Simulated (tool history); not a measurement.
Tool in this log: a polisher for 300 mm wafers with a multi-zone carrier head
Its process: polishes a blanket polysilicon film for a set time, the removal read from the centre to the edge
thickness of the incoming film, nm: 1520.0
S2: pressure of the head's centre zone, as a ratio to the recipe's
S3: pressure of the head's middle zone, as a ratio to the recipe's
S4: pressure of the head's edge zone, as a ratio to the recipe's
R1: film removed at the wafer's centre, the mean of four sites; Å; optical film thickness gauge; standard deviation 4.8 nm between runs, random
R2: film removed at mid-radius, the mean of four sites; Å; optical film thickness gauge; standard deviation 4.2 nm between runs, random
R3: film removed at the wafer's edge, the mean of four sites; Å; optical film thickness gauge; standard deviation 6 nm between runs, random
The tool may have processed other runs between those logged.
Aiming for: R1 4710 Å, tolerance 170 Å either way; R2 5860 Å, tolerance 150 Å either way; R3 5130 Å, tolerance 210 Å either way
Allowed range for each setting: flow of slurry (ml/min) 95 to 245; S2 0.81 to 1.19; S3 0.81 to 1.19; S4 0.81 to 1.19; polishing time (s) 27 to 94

{"run": 1, "hour": 0.0, "flow of slurry (ml/min)": 155, "S2": 1, "S3": 1, "S4": 1, "polishing time (s)": 60, "R1": 5123.9, "R2": 4941.2, "R3": 5001.2}
{"run": 2, "hour": 1.5, "flow of slurry (ml/min)": 160, "S2": 0.99, "S3": 1.01, "S4": 1, "polishing time (s)": 60, "R1": 5109.2, "R2": 4969.6, "R3": 5113}
{"run": 3, "hour": 8.7, "flow of slurry (ml/min)": 160, "S2": 0.98, "S3": 1.03, "S4": 0.99, "polishing time (s)": 60, "R1": 5142.4, "R2": 5067.4, "R3": 5066.1}
{"run": 4, "hour": 9.9, "flow of slurry (ml/min)": 160, "S2": 0.96, "S3": 1.05, "S4": 0.98, "polishing time (s)": 60, "R1": 4920.9, "R2": 5195.4, "R3": 5184.8}
{"run": 5, "hour": 14.7, "flow of slurry (ml/min)": 160, "S2": 0.96, "S3": 1.05, "S4": 0.91, "polishing time (s)": 60, "R1": 5063, "R2": 5122.3, "R3": 4872.3}
{"run": 6, "hour": 17.6, "flow of slurry (ml/min)": 160, "S2": 0.96, "S3": 1.05, "S4": 0.91, "polishing time (s)": 50, "R1": 4116, "R2": 4313.1, "R3": 4126.2}
{"run": 7, "hour": 23.9, "flow of slurry (ml/min)": 165, "S2": 0.95, "S3": 1.06, "S4": 0.91, "polishing time (s)": 51, "R1": 4181.3, "R2": 4449.7, "R3": 4164.1}
{"run": 8, "hour": 31.3, "flow of slurry (ml/min)": 170, "S2": 0.95, "S3": 1.07, "S4": 0.92, "polishing time (s)": 52, "R1": 4328.7, "R2": 4552.5, "R3": 4343}
{"run": 9, "hour": 38.3, "flow of slurry (ml/min)": 170, "S2": 0.94, "S3": 1.08, "S4": 0.91, "polishing time (s)": 53, "R1": 4384.2, "R2": 4738.8, "R3": 4309.3}
{"run": 10, "hour": 44.9, "flow of slurry (ml/min)": 175, "S2": 0.94, "S3": 1.09, "S4": 0.93, "polishing time (s)": 53, "R1": 4496.3, "R2": 4730.1, "R3": 4400.2}
{"run": 11, "hour": 53.4, "flow of slurry (ml/min)": 175, "S2": 0.93, "S3": 1.1, "S4": 0.93, "polishing time (s)": 54, "R1": 4450.4, "R2": 4953.2, "R3": 4441.9}
{"run": 12, "hour": 59.6, "flow of slurry (ml/min)": 180, "S2": 0.93, "S3": 1.11, "S4": 0.95, "polishing time (s)": 54, "R1": 4528.3, "R2": 4995.9, "R3": 4544.3}
{"run": 13, "hour": 64.3, "flow of slurry (ml/min)": 185, "S2": 0.92, "S3": 1.12, "S4": 0.96, "polishing time (s)": 54, "R1": 4476.8, "R2": 4967.2, "R3": 4559.2}
{"run": 14, "hour": 68.6, "flow of slurry (ml/min)": 185, "S2": 0.91, "S3": 1.13, "S4": 0.96, "polishing time (s)": 55, "R1": 4475, "R2": 5244.9, "R3": 4615.2}
{"run": 15, "hour": 76.2, "flow of slurry (ml/min)": 190, "S2": 0.91, "S3": 1.13, "S4": 0.97, "polishing time (s)": 55, "R1": 4540.2, "R2": 5196.7, "R3": 4682.7}

Which of these 4 next moves meets every target?
{"run": "A", "hour": 83.8, "flow of slurry (ml/min)": 180, "S2": 0.82, "S3": 1.11, "S4": 0.98, "polishing time (s)": 60, "R1": "?", "R2": "?", "R3": "?"}
{"run": "B", "hour": 83.8, "flow of slurry (ml/min)": 225, "S2": 0.88, "S3": 1.19, "S4": 1.01, "polishing time (s)": 58, "R1": "?", "R2": "?", "R3": "?"}
{"run": "C", "hour": 83.8, "flow of slurry (ml/min)": 165, "S2": 0.85, "S3": 1.1, "S4": 0.99, "polishing time (s)": 60, "R1": "?", "R2": "?", "R3": "?"}
{"run": "D", "hour": 83.8, "flow of slurry (ml/min)": 185, "S2": 0.95, "S3": 1.19, "S4": 0.98, "polishing time (s)": 55, "R1": "?", "R2": "?", "R3": "?"}

move=A R1=4337.3 R2=5476.3 R3=5081.1
move=B R1=4656.5 R2=5793.2 R3=5092.3
move=C R1=4426.5 R2=5360 R3=5056.4
move=D R1=4625.2 R2=5348.3 R3=4666.6
A: moves toward the targets from the last run without getting all of them in spec
B: hits every target within its allowed miss
C: moves toward the targets from the last run without getting all of them in spec
D: moves toward the targets from the last run without getting all of them in spec
B meets every target.
